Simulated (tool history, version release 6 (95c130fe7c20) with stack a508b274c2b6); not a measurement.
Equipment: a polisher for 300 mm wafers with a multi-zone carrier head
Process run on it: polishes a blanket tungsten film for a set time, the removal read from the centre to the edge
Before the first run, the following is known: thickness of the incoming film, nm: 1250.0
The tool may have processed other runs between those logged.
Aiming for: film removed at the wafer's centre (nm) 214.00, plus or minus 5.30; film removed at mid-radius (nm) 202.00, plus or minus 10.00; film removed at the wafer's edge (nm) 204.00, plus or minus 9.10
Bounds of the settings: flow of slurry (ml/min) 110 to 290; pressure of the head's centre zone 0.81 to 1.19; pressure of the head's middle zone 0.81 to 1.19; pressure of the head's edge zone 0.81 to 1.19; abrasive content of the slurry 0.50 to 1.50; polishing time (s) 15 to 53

run  hour  flow of slurry (ml/min)  pressure of the head's centre zone  pressure of the head's middle zone  pressure of the head's edge zone  abrasive content of the slurry  polishing time (s)  film removed at the wafer's centre (nm)  film removed at mid-radius (nm)  film removed at the wafer's edge (nm)
  1   0.0                      185                                1.00                                1.00                              1.00                            1.00                  34                                   158.88                           162.61                                 158.00
  2   4.5                      185                                1.09                                1.00                              1.00                            1.00                  34                                   174.41                           167.47                                 158.81
  3   5.3                      185                                1.09                                1.00                              1.00                            1.00                  39                                   199.13                           188.79                                 180.59
  4   7.5                      225                                1.09                                1.00                              1.00                            1.00                  39                                   202.46                           194.62                                 185.80
  5  12.0                      225                                1.09                                0.97                              1.00                            1.00                  39                                   204.21                           185.98                                 186.38
  6  18.8                      230                                1.09                                0.98                              1.02                            1.05                  39                                   209.04                           190.43                                 188.19
  7  27.6                      230                                1.08                                0.99                              1.04                            1.05                  39                                   205.75                           198.44                                 191.01
  8  29.9                      235                                1.08                                0.98                              1.06                            1.05                  39                                   206.72                           194.71                                 191.67
  9  32.8                      240                                1.08                                0.98                              1.08                            1.05                  39                                   209.39                           189.70                                 194.22
 10  39.2                      245                                1.07                                0.99                              1.09                            1.05                  39                                   201.92                           190.96                                 196.81
 11  42.6                      245                                1.08                                1.00                              1.10                            1.05                  39                                   206.60                           194.09                                 193.82
 12  48.0                      245                                1.08                                1.00                              1.10                            1.05                  39                                   206.81                           197.20                                 194.79
 13  53.7                      245                                1.08                                1.00                              1.11                            1.05                  39                                   206.42                           195.26                                 198.92

Which of these 5 next moves meets every target?
  A  59.4                      235                                1.02                                1.01                              1.19                            1.00                  40                                        ?                                ?                                      ?
  B  59.4                      245                                1.04                                0.96                              1.03                            1.05                  42                                        ?                                ?                                      ?
  C  59.4                      225                                1.01                                1.01                              1.04                            1.15                  40                                        ?                                ?                                      ?
  D  59.4                      250                                1.04                                0.97                              1.12                            1.00                  38                                        ?                                ?                                      ?
  E  59.4                      255                                1.07                                0.99                              1.10                            1.15                  37                                        ?                                ?                                      ?

move  film removed at the wafer's centre (nm)  film removed at mid-radius (nm)  film removed at the wafer's edge (nm)
   A                                   198.13                           198.69                                 201.79
   B                                   215.46                           203.00                                 202.94
   C                                   201.22                           203.97                                 196.42
   D                                   193.34                           183.68                                 188.04
   E                                   200.32                           188.04                                 187.74
A: further off than the last run
B: all results land within tolerance of their targets
C: further off than the last run
D: further off than the last run
E: further off than the last run
So the answer is move B, the one that meets all the targets.

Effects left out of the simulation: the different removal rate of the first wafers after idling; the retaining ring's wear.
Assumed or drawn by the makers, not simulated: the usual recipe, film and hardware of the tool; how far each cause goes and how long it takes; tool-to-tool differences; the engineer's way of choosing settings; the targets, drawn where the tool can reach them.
